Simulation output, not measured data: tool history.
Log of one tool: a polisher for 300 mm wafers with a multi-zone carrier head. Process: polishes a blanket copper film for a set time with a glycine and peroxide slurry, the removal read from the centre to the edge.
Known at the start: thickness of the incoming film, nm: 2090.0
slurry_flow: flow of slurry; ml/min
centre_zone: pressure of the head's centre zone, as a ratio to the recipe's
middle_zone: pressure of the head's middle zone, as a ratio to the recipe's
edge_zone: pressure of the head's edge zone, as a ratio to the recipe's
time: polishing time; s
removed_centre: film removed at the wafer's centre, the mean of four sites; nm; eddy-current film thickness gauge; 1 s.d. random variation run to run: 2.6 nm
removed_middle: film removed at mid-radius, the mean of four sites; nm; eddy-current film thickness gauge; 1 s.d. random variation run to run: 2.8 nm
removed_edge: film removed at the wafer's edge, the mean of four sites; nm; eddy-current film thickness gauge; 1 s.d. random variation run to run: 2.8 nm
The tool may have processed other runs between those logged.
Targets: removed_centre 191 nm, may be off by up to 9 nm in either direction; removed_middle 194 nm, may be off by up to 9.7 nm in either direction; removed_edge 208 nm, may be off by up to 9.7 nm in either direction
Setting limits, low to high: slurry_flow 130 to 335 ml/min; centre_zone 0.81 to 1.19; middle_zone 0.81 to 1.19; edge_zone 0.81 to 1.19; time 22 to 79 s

Run 1, hour 0: slurry_flow 215 ml/min, centre_zone 1, middle_zone 1, edge_zone 1, time 50 s. Result: removed_centre 150.88 nm, removed_middle 160.32 nm, removed_edge 163.76 nm.
Run 2, hour 1: slurry_flow 215 ml/min, centre_zone 1, middle_zone 1, edge_zone 1, time 38 s. Result: removed_centre 114.76 nm, removed_middle 119.54 nm, removed_edge 124.89 nm.
Run 3, hour 1.6: slurry_flow 220 ml/min, centre_zone 1.01, middle_zone 1, edge_zone 1.03, time 43 s. Result: removed_centre 135.09 nm, removed_middle 140.74 nm, removed_edge 138.02 nm.
Run 4, hour 10: slurry_flow 240 ml/min, centre_zone 1.01, middle_zone 1, edge_zone 1.03, time 43 s. Result: removed_centre 137.3 nm, removed_middle 137.4 nm, removed_edge 143.04 nm.
At hour 17.6: centre zone pressure recalibrated.
Run 5, hour 17.6: slurry_flow 240 ml/min, centre_zone 1.01, middle_zone 1, edge_zone 1, time 43 s. Result: removed_centre 148.76 nm, removed_middle 135.5 nm, removed_edge 142.78 nm.
Run 6, hour 23: slurry_flow 250 ml/min, centre_zone 0.99, middle_zone 1, edge_zone 1.01, time 47 s. Result: removed_centre 154.46 nm, removed_middle 151.11 nm, removed_edge 156.01 nm.
Run 7, hour 25.5: slurry_flow 250 ml/min, centre_zone 1.01, middle_zone 0.99, edge_zone 1.11, time 61 s. Result: removed_centre 205.56 nm, removed_middle 195.86 nm, removed_edge 205.86 nm.
Run 8, hour 32.9: slurry_flow 245 ml/min, centre_zone 1, middle_zone 0.98, edge_zone 1.11, time 61 s. Result: removed_centre 206.69 nm, removed_middle 191.14 nm, removed_edge 214.33 nm.
Run 9, hour 34.3: slurry_flow 240 ml/min, centre_zone 1, middle_zone 0.99, edge_zone 1.11, time 61 s. Result: removed_centre 200.77 nm, removed_middle 195.77 nm, removed_edge 213.88 nm.
Run 10, hour 40.6: slurry_flow 235 ml/min, centre_zone 1, middle_zone 0.99, edge_zone 1.11, time 61 s. Result: removed_centre 201.82 nm, removed_middle 194.4 nm, removed_edge 207.97 nm.

Pick the move, out of 5, that brings all results within their allowed miss; only one does.
Run A, hour 46.9: slurry_flow 225 ml/min, centre_zone 1.08, middle_zone 0.95, edge_zone 1.1, time 60 s. Result: removed_centre ?, removed_middle ?, removed_edge ?.
Run B, hour 46.9: slurry_flow 270 ml/min, centre_zone 0.97, middle_zone 0.99, edge_zone 1.12, time 59 s. Result: removed_centre ?, removed_middle ?, removed_edge ?.
Run C, hour 46.9: slurry_flow 320 ml/min, centre_zone 0.98, middle_zone 1, edge_zone 1.04, time 63 s. Result: removed_centre ?, removed_middle ?, removed_edge ?.
Run D, hour 46.9: slurry_flow 270 ml/min, centre_zone 1.08, middle_zone 1.02, edge_zone 1.17, time 59 s. Result: removed_centre ?, removed_middle ?, removed_edge ?.
Run E, hour 46.9: slurry_flow 300 ml/min, centre_zone 1.14, middle_zone 0.95, edge_zone 1.19, time 58 s. Result: removed_centre ?, removed_middle ?, removed_edge ?.

move  removed_centre  removed_middle  removed_edge
   A          214.61          184.97        209.78
   B          194.05          192.52         211.5
   C          213.34          210.88        220.42
   D          216.27          197.31        216.23
   E          227.11          184.62        216.45
A: the biggest miss grows against the last run
B: each result inside its tolerance
C: the biggest miss grows against the last run
D: the biggest miss grows against the last run
E: the biggest miss grows against the last run
B is the move that brings every result within its allowed miss.
